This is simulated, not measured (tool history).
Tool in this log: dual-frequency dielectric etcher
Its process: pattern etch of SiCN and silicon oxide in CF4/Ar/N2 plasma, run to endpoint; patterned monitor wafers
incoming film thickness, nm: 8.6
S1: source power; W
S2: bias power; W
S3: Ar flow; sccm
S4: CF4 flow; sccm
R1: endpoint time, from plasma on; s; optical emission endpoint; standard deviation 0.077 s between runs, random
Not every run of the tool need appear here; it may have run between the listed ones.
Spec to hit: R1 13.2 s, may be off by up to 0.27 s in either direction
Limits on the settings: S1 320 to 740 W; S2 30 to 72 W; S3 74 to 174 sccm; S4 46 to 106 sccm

run	hour	S1	S2	S3	S4	R1
1	0	530	51	124	76	9.9634
2	8.2	510	51	124	76	10.176
3	16	490	51	124	76	10.752
4	19.9	480	51	124	76	10.985
5	20.9	480	55	124	76	10.726
6	26.5	480	52	124	76	10.87
7	35.5	470	52	124	76	11.185
8	36	460	52	124	76	11.418
9	41	450	52	124	76	11.718
10	43.5	440	52	124	76	11.804
11	49.5	360	51	124	76	14.688
12	50.5	390	51	124	76	13.37

Consider the 4 candidate settings below. Which is the only one whose results all fall within their allowed miss of target?
A	51.5	370	52	107	79	?
B	51.5	390	58	104	61	?
C	51.5	390	50	126	71	?
D	51.5	410	42	130	67	?

move	R1
A	13.835
B	13.253
C	13.756
D	13.832
A: moves away from the targets compared with the last run
B: every result within its allowed miss
C: moves away from the targets compared with the last run
D: moves away from the targets compared with the last run
Go with B: it meets all targets.
